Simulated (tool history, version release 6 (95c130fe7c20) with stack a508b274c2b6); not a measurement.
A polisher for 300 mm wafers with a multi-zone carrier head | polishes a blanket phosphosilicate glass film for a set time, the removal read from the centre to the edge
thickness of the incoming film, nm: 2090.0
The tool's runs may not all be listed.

| run | hour | flow of slurry (ml/min) | pressure of the head's centre zone | pressure of the head's middle zone | pressure of the head's edge zone | abrasive content of the slurry | polishing time (s) | film removed at the wafer's centre (angstrom) | film removed at mid-radius (angstrom) | film removed at the wafer's edge (angstrom) |
|---|---|---|---|---|---|---|---|---|---|---|
| 1 | 0 | 200 | 1 | 1 | 1 | 1 | 74 | 4951.7 | 4894.9 | 4991.9 |
| 2 | 2.4 | 200 | 1.07 | 1 | 1 | 1 | 74 | 5187.4 | 5021.3 | 5018.2 |
| 3 | 6.3 | 200 | 1.07 | 1.06 | 1 | 1 | 74 | 5278.3 | 5272.5 | 5003.7 |
| 4 | 15.2 | 195 | 1.04 | 1.04 | 0.99 | 0.95 | 74 | 4975.7 | 5000.7 | 4899.5 |
| 5 | 17.4 | 145 | 1.04 | 1.04 | 0.99 | 0.95 | 74 | 4721.3 | 4717.7 | 4707.1 |
| 6 | 19.5 | 145 | 1.04 | 1.1 | 0.99 | 0.95 | 74 | 4688.9 | 4966.9 | 4717.3 |
| 7 | 23.7 | 140 | 1.02 | 1.08 | 0.99 | 0.9 | 74 | 4520.1 | 4716.3 | 4438.9 |
| 8 | 26.6 | 135 | 1 | 1.06 | 1 | 0.9 | 74 | 4282 | 4510.5 | 4482.3 |
| 9 | 35.2 | 135 | 0.99 | 1.04 | 1 | 0.9 | 74 | 4263.2 | 4460.8 | 4502.5 |
| 10 | 42.2 | 135 | 0.98 | 1.02 | 1 | 0.9 | 74 | 4318 | 4472 | 4488.5 |
| 11 | 43.2 | 135 | 0.97 | 1 | 1.01 | 0.9 | 74 | 4140.7 | 4275.2 | 4566.9 |
| 12 | 46.6 | 135 | 0.96 | 0.99 | 1 | 0.9 | 74 | 4258.2 | 4176.3 | 4493.2 |
| 13 | 50.7 | 135 | 0.95 | 0.99 | 1 | 0.9 | 74 | 4226.5 | 4327.2 | 4456.4 |
| 14 | 51.7 | 135 | 0.94 | 0.98 | 1.01 | 0.9 | 74 | 4025.8 | 4272.3 | 4573.1 |
| 15 | 56.5 | 130 | 0.91 | 0.88 | 0.91 | 0.75 | 74 | 3606 | 3506.6 | 3806 |
| 16 | 63 | 135 | 0.91 | 0.88 | 0.92 | 0.75 | 74 | 3598.9 | 3590.2 | 3918.4 |
| 17 | 64.2 | 135 | 0.91 | 0.88 | 0.93 | 0.75 | 74 | 3504.5 | 3644 | 3978.8 |

Run 18 comes next. What will it give?
| 18 | 65.5 | 135 | 0.91 | 0.87 | 0.93 | 0.75 | 74 | ? | ? | ? |

film removed at the wafer's centre (angstrom): 3596
film removed at mid-radius (angstrom): 3493.1
film removed at the wafer's edge (angstrom): 3987.6
